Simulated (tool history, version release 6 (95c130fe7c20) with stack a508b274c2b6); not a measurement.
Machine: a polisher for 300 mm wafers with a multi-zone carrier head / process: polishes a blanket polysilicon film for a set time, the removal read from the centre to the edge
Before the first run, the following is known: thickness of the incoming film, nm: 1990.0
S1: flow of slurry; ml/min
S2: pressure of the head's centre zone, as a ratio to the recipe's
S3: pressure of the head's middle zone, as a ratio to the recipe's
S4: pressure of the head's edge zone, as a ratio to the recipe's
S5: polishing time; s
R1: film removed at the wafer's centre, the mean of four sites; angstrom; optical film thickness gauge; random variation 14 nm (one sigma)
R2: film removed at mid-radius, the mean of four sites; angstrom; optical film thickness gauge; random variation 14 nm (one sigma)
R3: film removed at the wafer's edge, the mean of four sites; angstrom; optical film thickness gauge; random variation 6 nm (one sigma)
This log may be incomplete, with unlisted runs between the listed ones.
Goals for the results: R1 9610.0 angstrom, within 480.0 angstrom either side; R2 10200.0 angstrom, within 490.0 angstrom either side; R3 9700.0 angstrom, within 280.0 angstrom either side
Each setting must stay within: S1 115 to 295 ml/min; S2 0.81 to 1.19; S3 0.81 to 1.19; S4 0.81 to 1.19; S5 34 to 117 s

run,hour,S1,S2,S3,S4,S5,R1,R2,R3
1,0.0,190,1.00,1.00,1.00,75,6937.5,7108.4,7060.4
2,1.7,190,1.00,0.93,1.00,75,6880.0,6647.1,7146.4
3,4.0,200,1.01,0.97,1.03,81,7615.1,7601.2,7819.1
4,9.1,200,1.01,0.97,1.10,81,7601.4,7436.2,8179.0
# hour 14.0: worn pad replaced by a new one
5,14.0,210,1.02,1.01,1.11,84,8846.3,9087.3,9304.5
6,19.0,210,1.11,1.01,1.11,84,9600.0,9104.3,9188.2
7,22.1,220,1.09,1.03,1.11,84,9421.9,9242.5,9325.2
8,29.5,230,1.08,1.05,1.11,84,9343.7,9639.8,9399.3
9,33.5,235,1.08,1.06,1.11,84,9365.3,9571.2,9362.4

Pick the move, out of 4, that brings all results within their allowed miss; only one does.
A,37.5,255,1.08,1.02,1.17,83,?,?,?
B,37.5,240,1.02,1.05,1.03,90,?,?,?
C,37.5,235,1.17,1.04,1.04,83,?,?,?
D,37.5,235,1.07,1.14,1.03,85,?,?,?

move,R1,R2,R3
A,9349.9,9100.3,9585.4
B,9542.4,10056.0,9712.8
C,9991.4,9171.0,8984.8
D,9410.2,10164.0,9146.8
A: its largest miss is bigger than the last run's
B: hits every target within its allowed miss
C: its largest miss is bigger than the last run's
D: the furthest-off result lands on target, but another misses its tolerance
B meets every target.
